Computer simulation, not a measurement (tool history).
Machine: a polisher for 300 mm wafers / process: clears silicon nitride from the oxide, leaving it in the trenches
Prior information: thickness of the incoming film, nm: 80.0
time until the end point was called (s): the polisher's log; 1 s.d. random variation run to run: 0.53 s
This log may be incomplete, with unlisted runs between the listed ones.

run	day	flow of slurry (ml/min)	pressure of the wafer on the pad (kPa)	speed of the pad under the wafer (cm/s)	overpolish time after the end point (s)	time until the end point was called (s)
1	0.000	305	18.6	88	28	79.692
2	0.379	305	20.7	88	28	74.169
3	0.725	305	20.7	74	28	82.904
4	0.925	305	20.7	86	28	73.393
5	1.017	305	22.1	88	28	67.974
6	1.271	255	22.1	88	28	69.726
7	1.317	270	26.9	98	28	52.920

What will run 8 give?
# day 1.429: slurry nozzle cleaned
8	1.429	270	26.9	100	28	?

Run 8 yielded time until the end point was called (s) 50.897.
